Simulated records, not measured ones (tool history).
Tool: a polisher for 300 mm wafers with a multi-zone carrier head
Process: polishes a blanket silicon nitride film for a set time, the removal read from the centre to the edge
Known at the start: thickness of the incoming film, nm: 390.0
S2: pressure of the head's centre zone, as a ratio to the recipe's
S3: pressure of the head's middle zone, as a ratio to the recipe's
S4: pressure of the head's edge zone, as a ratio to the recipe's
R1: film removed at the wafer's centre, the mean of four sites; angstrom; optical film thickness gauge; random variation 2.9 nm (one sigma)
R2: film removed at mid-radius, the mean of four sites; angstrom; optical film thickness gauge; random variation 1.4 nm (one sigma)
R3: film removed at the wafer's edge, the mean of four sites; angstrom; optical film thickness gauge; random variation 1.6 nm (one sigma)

run 1 day=0.000 | flow_of_slurry_(ml/min)=310 S2=1.00 S3=1.00 S4=1.00 polishing_time_(s)=54 | R1=1485.0 R2=1520.6 R3=1467.6
run 2 day=0.242 | flow_of_slurry_(ml/min)=310 S2=1.00 S3=0.97 S4=1.00 polishing_time_(s)=54 | R1=1500.0 R2=1472.1 R3=1494.1
run 3 day=0.283 | flow_of_slurry_(ml/min)=310 S2=1.00 S3=0.97 S4=1.00 polishing_time_(s)=61 | R1=1666.2 R2=1648.4 R3=1689.0
run 4 day=0.600 | flow_of_slurry_(ml/min)=310 S2=0.92 S3=0.97 S4=1.00 polishing_time_(s)=61 | R1=1564.7 R2=1645.7 R3=1654.3
run 5 day=0.650 | flow_of_slurry_(ml/min)=310 S2=0.92 S3=0.97 S4=0.95 polishing_time_(s)=61 | R1=1586.6 R2=1666.6 R3=1663.2
run 6 day=0.971 | flow_of_slurry_(ml/min)=315 S2=0.94 S3=0.96 S4=0.95 polishing_time_(s)=62 | R1=1635.8 R2=1692.4 R3=1681.7
run 7 day=1.200 | flow_of_slurry_(ml/min)=315 S2=0.97 S3=0.96 S4=0.97 polishing_time_(s)=63 | R1=1668.5 R2=1707.8 R3=1706.7

Forecast run 8:
run 8 day=1.446 | flow_of_slurry_(ml/min)=310 S2=1.00 S3=0.95 S4=0.98 polishing_time_(s)=65 | R1=? R2=? R3=?

Run 8 gave R1 1773.9 angstrom, R2 1752.4 angstrom, R3 1773.4 angstrom.

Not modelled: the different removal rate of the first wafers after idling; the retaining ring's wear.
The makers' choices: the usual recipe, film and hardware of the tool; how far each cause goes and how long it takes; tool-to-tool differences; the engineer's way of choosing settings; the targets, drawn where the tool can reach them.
